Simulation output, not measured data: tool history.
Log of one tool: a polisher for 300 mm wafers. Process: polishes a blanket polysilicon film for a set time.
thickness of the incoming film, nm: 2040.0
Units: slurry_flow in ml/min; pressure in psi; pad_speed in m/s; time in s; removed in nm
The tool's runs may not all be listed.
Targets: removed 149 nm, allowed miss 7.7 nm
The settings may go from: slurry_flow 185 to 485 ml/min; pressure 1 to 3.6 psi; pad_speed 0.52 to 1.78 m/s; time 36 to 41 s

run	hour	slurry_flow	pressure	pad_speed	time	removed
1	0	310	2.3	1.14	41	260.82
2	4.3	310	2.3	1.14	36	222.87
3	10.3	310	2.3	1.26	36	255.42
4	11.9	310	2.3	1	36	198.68
5	15.3	310	2.3	1.2	36	240.58
6	16.2	310	2.8	1.2	36	289.83
7	22.2	310	2.8	1.2	36	295.28
8	27	310	2.5	1.18	36	256.84
9	33.1	310	1.9	1.1	36	183.47
10	35.7	310	1.8	1.1	36	176.31
11	41.1	310	1.7	1.1	36	170.11

Which of these 4 next moves meets every target?
A	46.5	345	1.5	1.08	41	?
B	46.5	345	2.2	0.76	36	?
C	46.5	295	1.5	1.22	39	?
D	46.5	345	1.4	1.2	41	?

move	removed
A	163.62
B	148.09
C	173.46
D	169.69
A: nearer than the last run, and not there yet
B: meets every target
C: further off than the last run
D: as far off as the last run
Answer: B
